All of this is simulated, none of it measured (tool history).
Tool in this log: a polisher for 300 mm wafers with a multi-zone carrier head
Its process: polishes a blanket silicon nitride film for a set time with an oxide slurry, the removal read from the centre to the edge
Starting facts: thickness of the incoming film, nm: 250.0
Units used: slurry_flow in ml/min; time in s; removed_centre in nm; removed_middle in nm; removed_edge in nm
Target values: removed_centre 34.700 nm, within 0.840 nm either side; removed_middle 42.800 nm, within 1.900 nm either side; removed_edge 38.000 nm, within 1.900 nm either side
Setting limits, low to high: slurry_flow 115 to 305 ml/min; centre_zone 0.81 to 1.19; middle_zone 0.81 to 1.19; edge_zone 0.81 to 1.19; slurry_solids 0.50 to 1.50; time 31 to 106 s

run,hour,slurry_flow,centre_zone,middle_zone,edge_zone,slurry_solids,time,removed_centre,removed_middle,removed_edge
1,0.0,195,1.00,1.00,1.00,1.00,68,49.198,48.353,48.156
2,8.6,210,1.00,1.00,1.00,1.00,68,50.260,50.088,48.234
3,15.0,210,1.00,1.00,0.97,1.00,68,50.031,49.291,48.276
4,18.1,210,0.91,1.00,0.97,1.00,68,45.437,49.678,49.478
5,21.6,205,0.90,1.03,0.94,0.85,68,41.323,46.688,41.332
6,22.9,185,0.87,1.03,0.93,0.85,68,38.903,44.816,42.247
7,30.0,170,0.86,1.05,0.91,0.85,68,37.909,45.455,41.963
8,38.7,165,0.85,1.05,0.90,0.80,68,36.001,43.410,39.248

Next run, 4 choices. One meets every target within its allowed miss, the rest don't. Which?
A,47.4,145,0.85,1.03,0.97,1.35,53,?,?,?
B,47.4,230,0.85,1.03,0.82,1.10,55,?,?,?
C,47.4,130,0.85,0.97,0.87,1.20,61,?,?,?
D,47.4,140,0.85,1.06,0.83,0.70,76,?,?,?

move,removed_centre,removed_middle,removed_edge
A,35.648,42.500,40.436
B,36.751,43.412,37.703
C,37.829,43.039,41.475
D,34.950,42.739,37.246
A: moves toward the targets from the last run without getting all of them in spec
B: its largest miss is bigger than the last run's
C: its largest miss is bigger than the last run's
D: every result within its allowed miss
Move D is the one to make.

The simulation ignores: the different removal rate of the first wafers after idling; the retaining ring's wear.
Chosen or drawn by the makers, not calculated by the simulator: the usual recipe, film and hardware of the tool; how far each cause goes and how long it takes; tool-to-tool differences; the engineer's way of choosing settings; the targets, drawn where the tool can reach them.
